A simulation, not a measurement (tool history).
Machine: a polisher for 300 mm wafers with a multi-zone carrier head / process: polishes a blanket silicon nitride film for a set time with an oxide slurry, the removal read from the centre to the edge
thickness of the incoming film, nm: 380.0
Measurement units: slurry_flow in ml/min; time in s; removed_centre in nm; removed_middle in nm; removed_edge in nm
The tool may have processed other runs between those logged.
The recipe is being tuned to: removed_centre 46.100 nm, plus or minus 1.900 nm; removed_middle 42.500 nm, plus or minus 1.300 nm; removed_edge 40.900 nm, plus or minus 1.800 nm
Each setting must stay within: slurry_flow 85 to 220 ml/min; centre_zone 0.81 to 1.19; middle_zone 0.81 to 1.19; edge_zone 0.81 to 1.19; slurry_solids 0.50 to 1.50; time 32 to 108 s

run	day	slurry_flow	centre_zone	middle_zone	edge_zone	slurry_solids	time	removed_centre	removed_middle	removed_edge
1	0.000	140	1.00	1.00	1.00	1.00	70	54.378	56.980	55.354
2	0.333	135	1.02	0.98	0.96	0.90	70	53.107	53.136	50.285
3	0.538	135	1.02	1.05	0.96	0.90	70	53.335	54.815	51.168
4	0.688	135	1.02	1.05	0.96	0.95	70	54.010	57.097	51.773
5	0.733	125	1.02	1.00	0.93	0.90	70	51.682	52.451	48.763
6	0.800	115	1.02	0.96	0.91	0.85	70	51.030	48.787	47.906
7	1.008	115	1.02	0.96	0.91	0.85	70	50.136	48.916	46.863
8	1.204	110	1.02	0.94	0.89	0.80	70	46.862	44.857	45.124

4 next moves are on the table. One of them brings every result within its allowed miss. Which?
A	1.400	115	1.03	1.03	0.81	0.90	64	?	?	?
B	1.400	100	1.14	0.99	0.92	0.70	68	?	?	?
C	1.400	85	0.94	0.81	0.99	0.65	87	?	?	?
D	1.400	85	0.93	0.89	0.98	0.70	82	?	?	?

move	removed_centre	removed_middle	removed_edge
A	47.088	48.953	43.243
B	45.572	42.786	41.466
C	46.502	42.720	51.127
D	45.370	45.341	49.960
A: misses by more than the last run did
B: each result inside its tolerance
C: misses by more than the last run did
D: misses by more than the last run did
So the answer is move B, the one that meets all the targets.
